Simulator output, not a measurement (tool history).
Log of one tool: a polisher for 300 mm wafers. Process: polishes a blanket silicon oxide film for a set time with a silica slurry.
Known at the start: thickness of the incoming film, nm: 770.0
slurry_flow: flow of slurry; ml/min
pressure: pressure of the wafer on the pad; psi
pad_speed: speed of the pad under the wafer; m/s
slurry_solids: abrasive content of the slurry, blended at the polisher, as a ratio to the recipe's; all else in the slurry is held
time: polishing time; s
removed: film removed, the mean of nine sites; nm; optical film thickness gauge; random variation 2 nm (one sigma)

run 1 day=0 | slurry_flow=195 pressure=3.2 pad_speed=1.52 slurry_solids=1 time=100 | removed=360.37
run 2 day=0.208 | slurry_flow=195 pressure=3.2 pad_speed=1.52 slurry_solids=0.8 time=100 | removed=337.63
run 3 day=0.558 | slurry_flow=195 pressure=2.9 pad_speed=1.52 slurry_solids=0.8 time=100 | removed=302.9
run 4 day=0.675 | slurry_flow=195 pressure=2.7 pad_speed=1.52 slurry_solids=0.8 time=100 | removed=284.62
run 5 day=0.717 | slurry_flow=195 pressure=2.5 pad_speed=1.52 slurry_solids=0.8 time=100 | removed=269.67
run 6 day=0.796 | slurry_flow=195 pressure=3.3 pad_speed=1.52 slurry_solids=0.8 time=100 | removed=347.76

Run 7 comes next. What will it give?
run 7 day=0.858 | slurry_flow=185 pressure=2.4 pad_speed=1.48 slurry_solids=0.8 time=100 | removed=?

removed: 249.77 nm
